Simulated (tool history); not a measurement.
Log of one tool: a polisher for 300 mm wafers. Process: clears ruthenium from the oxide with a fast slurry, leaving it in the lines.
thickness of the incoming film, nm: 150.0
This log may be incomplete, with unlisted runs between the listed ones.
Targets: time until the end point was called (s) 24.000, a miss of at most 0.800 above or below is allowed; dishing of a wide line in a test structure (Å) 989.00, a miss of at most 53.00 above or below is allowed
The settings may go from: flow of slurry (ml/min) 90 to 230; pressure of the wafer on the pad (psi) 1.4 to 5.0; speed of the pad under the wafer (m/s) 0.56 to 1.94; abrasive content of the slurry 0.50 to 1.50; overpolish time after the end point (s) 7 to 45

| run | hour | flow of slurry (ml/min) | pressure of the wafer on the pad (psi) | speed of the pad under the wafer (m/s) | abrasive content of the slurry | overpolish time after the end point (s) | time until the end point was called (s) | dishing of a wide line in a test structure (Å) |
|---|---|---|---|---|---|---|---|---|
| 1 | 0.0 | 150 | 3.2 | 1.24 | 1.00 | 23 | 28.001 | 967.62 |
| 2 | 5.8 | 150 | 2.8 | 1.24 | 1.00 | 23 | 31.681 | 868.36 |
| 3 | 10.9 | 165 | 2.8 | 1.24 | 1.00 | 23 | 31.488 | 874.22 |
| 4 | 19.2 | 165 | 2.9 | 1.24 | 1.00 | 23 | 30.163 | 889.71 |
| 5 | 27.4 | 165 | 2.9 | 1.24 | 0.85 | 23 | 31.933 | 858.89 |
| 6 | 33.7 | 165 | 3.0 | 1.24 | 0.85 | 23 | 31.176 | 877.07 |
| 7 | 40.6 | 165 | 3.1 | 1.24 | 0.85 | 23 | 30.343 | 897.48 |
| 8 | 41.7 | 165 | 3.2 | 1.24 | 0.85 | 23 | 29.595 | 902.47 |
| 9 | 47.0 | 165 | 3.3 | 1.24 | 0.85 | 23 | 28.564 | 945.71 |
| 10 | 54.4 | 190 | 3.8 | 1.24 | 0.85 | 19 | 24.334 | 933.89 |

Which of these 4 next moves meets every target?
| A | 61.8 | 190 | 3.9 | 1.16 | 0.85 | 18 | ? | ? |
| B | 61.8 | 180 | 4.3 | 0.98 | 1.00 | 20 | ? | ? |
| C | 61.8 | 190 | 3.7 | 1.26 | 0.90 | 21 | ? | ? |
| D | 61.8 | 150 | 3.4 | 1.24 | 1.00 | 23 | ? | ? |

| move | time until the end point was called (s) | dishing of a wide line in a test structure (Å) |
|---|---|---|
| A | 25.599 | 849.21 |
| B | 25.789 | 917.28 |
| C | 24.341 | 995.35 |
| D | 26.486 | 1000.30 |
A: the biggest miss grows against the last run
B: the biggest miss grows against the last run
C: each result inside its tolerance
D: gets the furthest-off result to its target, but another result is out of tolerance
The move that meets every target is C.
